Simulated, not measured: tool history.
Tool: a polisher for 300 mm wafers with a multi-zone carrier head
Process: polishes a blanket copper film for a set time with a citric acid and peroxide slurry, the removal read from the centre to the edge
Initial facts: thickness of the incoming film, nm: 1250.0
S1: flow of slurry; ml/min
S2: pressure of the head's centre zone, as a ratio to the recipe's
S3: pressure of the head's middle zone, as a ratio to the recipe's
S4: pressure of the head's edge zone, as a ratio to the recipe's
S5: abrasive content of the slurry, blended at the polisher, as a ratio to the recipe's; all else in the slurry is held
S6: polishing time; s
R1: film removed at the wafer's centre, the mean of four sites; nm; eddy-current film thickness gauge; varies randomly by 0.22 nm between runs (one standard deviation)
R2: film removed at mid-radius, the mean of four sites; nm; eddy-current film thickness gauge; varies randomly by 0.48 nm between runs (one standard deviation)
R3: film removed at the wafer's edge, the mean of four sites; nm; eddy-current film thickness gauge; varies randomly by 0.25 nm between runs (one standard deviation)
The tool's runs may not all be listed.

Run 1, day 0: S1 245 ml/min, S2 1, S3 1, S4 1, S5 1, S6 45 s. Result: R1 55.616 nm, R2 54.474 nm, R3 55.097 nm.
Run 2, day 0.329: S1 240 ml/min, S2 0.97, S3 1.01, S4 0.97, S5 0.9, S6 42 s. Result: R1 49.321 nm, R2 50.62 nm, R3 50.353 nm.
Run 3, day 0.517: S1 200 ml/min, S2 0.97, S3 1.01, S4 0.97, S5 0.9, S6 42 s. Result: R1 48.218 nm, R2 49.851 nm, R3 48.698 nm.
Run 4, day 0.575: S1 200 ml/min, S2 0.97, S3 1.01, S4 0.93, S5 0.9, S6 42 s. Result: R1 48.262 nm, R2 49.23 nm, R3 48.379 nm.
Run 5, day 0.596: S1 200 ml/min, S2 0.97, S3 1.01, S4 0.93, S5 0.9, S6 52 s. Result: R1 60.192 nm, R2 60.154 nm, R3 59.344 nm.
Run 6, day 0.954: S1 200 ml/min, S2 0.97, S3 1.01, S4 0.93, S5 1.05, S6 52 s. Result: R1 62.045 nm, R2 61.855 nm, R3 62.334 nm.
Run 7, day 1.017: S1 195 ml/min, S2 0.95, S3 1.02, S4 0.92, S5 0.95, S6 47 s. Result: R1 52.895 nm, R2 56.236 nm, R3 54.732 nm.
Run 8, day 1.067: S1 190 ml/min, S2 0.94, S3 1.02, S4 0.91, S5 0.85, S6 43 s. Result: R1 47.243 nm, R2 50.79 nm, R3 48.054 nm.
Run 9, day 1.308: S1 190 ml/min, S2 0.94, S3 1.02, S4 0.91, S5 0.85, S6 43 s. Result: R1 47.764 nm, R2 50.761 nm, R3 48.176 nm.
Run 10, day 1.346: S1 185 ml/min, S2 0.92, S3 1.02, S4 0.91, S5 0.8, S6 40 s. Result: R1 42.823 nm, R2 45.481 nm, R3 44.316 nm.
Run 11, day 1.579: S1 180 ml/min, S2 0.9, S3 1.04, S4 0.9, S5 0.75, S6 38 s. Result: R1 38.827 nm, R2 43.604 nm, R3 40.641 nm.
Run 12, day 1.917: S1 175 ml/min, S2 0.89, S3 1.05, S4 0.89, S5 0.7, S6 36 s. Result: R1 35.833 nm, R2 42.33 nm, R3 38.32 nm.
Run 13, day 1.971: S1 175 ml/min, S2 0.88, S3 1.05, S4 0.88, S5 0.65, S6 35 s. Result: R1 34.258 nm, R2 39.632 nm, R3 36.585 nm.
Run 14, day 2.217: S1 175 ml/min, S2 0.87, S3 1.06, S4 0.87, S5 0.6, S6 34 s. Result: R1 32.372 nm, R2 38.301 nm, R3 34.722 nm.
Run 15, day 2.504: S1 175 ml/min, S2 0.86, S3 1.06, S4 0.86, S5 0.6, S6 33 s. Result: R1 30.941 nm, R2 35.793 nm, R3 34.259 nm.
Run 16, day 2.746: S1 175 ml/min, S2 0.88, S3 1.16, S4 0.83, S5 0.5, S6 27 s. Result: R1 25.398 nm, R2 31.061 nm, R3 26.4 nm.
Run 17, day 3.075: S1 180 ml/min, S2 0.88, S3 1.16, S4 0.85, S5 0.5, S6 27 s. Result: R1 25.04 nm, R2 31.852 nm, R3 26.677 nm.
Run 18, day 3.2: S1 185 ml/min, S2 0.89, S3 1.15, S4 0.87, S5 0.5, S6 27 s. Result: R1 25.498 nm, R2 31.907 nm, R3 26.902 nm.
Run 19, day 3.562: S1 185 ml/min, S2 0.89, S3 1.14, S4 0.88, S5 0.5, S6 27 s. Result: R1 25.844 nm, R2 31.651 nm, R3 26.728 nm.
Run 20, day 3.662: S1 185 ml/min, S2 0.89, S3 1.13, S4 0.88, S5 0.55, S6 27 s. Result: R1 25.766 nm, R2 32.18 nm, R3 27.661 nm.
Run 21, day 3.779: S1 185 ml/min, S2 0.89, S3 1.13, S4 0.89, S5 0.55, S6 27 s. Result: R1 25.962 nm, R2 31.622 nm, R3 27.239 nm.

For run 22, what comes out?
Run 22, day 4.117: S1 185 ml/min, S2 0.89, S3 1.13, S4 0.89, S5 0.6, S6 27 s. Result: R1 ?, R2 ?, R3 ?.

Run 22 yielded R1 26.492 nm, R2 32.382 nm, R3 28.027 nm.
